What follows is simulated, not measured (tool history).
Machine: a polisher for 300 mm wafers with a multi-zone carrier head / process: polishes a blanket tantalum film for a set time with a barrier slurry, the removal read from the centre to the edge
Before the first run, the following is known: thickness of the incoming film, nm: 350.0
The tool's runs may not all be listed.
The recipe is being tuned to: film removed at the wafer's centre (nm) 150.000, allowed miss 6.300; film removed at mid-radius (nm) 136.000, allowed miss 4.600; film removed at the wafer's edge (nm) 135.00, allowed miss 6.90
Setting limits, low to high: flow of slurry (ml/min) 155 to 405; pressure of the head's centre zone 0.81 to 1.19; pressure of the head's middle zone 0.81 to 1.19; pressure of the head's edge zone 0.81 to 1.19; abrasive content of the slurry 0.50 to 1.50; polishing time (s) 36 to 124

run	day	flow of slurry (ml/min)	pressure of the head's centre zone	pressure of the head's middle zone	pressure of the head's edge zone	abrasive content of the slurry	polishing time (s)	film removed at the wafer's centre (nm)	film removed at mid-radius (nm)	film removed at the wafer's edge (nm)
1	0.000	260	1.00	1.00	1.00	1.00	79	104.990	107.030	107.59
2	0.354	260	1.00	1.00	1.05	1.00	79	105.630	108.120	108.37
3	0.588	260	1.00	1.00	1.05	1.15	79	108.620	111.570	112.43
4	0.925	200	1.00	1.00	1.05	1.15	79	103.420	107.610	111.42
5	1.275	200	1.00	1.00	1.05	0.95	79	98.568	102.010	103.81
6	1.617	160	1.00	1.00	1.05	0.95	79	92.657	97.381	101.76
7	1.775	195	1.04	1.01	1.07	1.10	80	107.540	108.710	109.72
8	2.150	220	1.06	1.00	1.08	1.20	81	116.060	112.130	113.37
9	2.350	240	1.07	1.00	1.09	1.30	83	123.460	120.150	123.57
10	2.508	240	1.07	1.00	1.09	1.30	83	122.800	117.550	121.08
11	2.833	260	1.09	1.01	1.09	1.35	84	127.900	123.610	127.41
12	2.942	275	1.12	1.02	1.07	1.40	85	134.840	129.820	129.63
13	3.088	285	1.14	1.02	1.07	1.45	85	141.240	130.230	130.77
14	3.125	290	1.15	1.03	1.07	1.45	85	145.470	132.380	131.44

5 next moves are on the table. One of them brings every result within its allowed miss. Which?
A	3.162	290	1.14	1.01	1.04	1.50	89	?	?	?
B	3.162	320	1.18	0.99	1.01	1.50	82	?	?	?
C	3.162	205	1.03	0.99	1.09	1.50	90	?	?	?
D	3.162	355	0.98	0.91	1.07	1.50	91	?	?	?
E	3.162	245	1.00	0.96	1.08	1.45	93	?	?	?

move	film removed at the wafer's centre (nm)	film removed at mid-radius (nm)	film removed at the wafer's edge (nm)
A	146.600	137.020	136.59
B	141.390	125.360	125.04
C	127.120	130.150	136.61
D	131.430	131.000	143.96
E	130.330	133.610	142.33
A: meets every target
B: lands further from the targets than the last run did
C: lands further from the targets than the last run did
D: lands further from the targets than the last run did
E: corrects the largest miss of the last run, while another result sits out of spec
The right move is A.
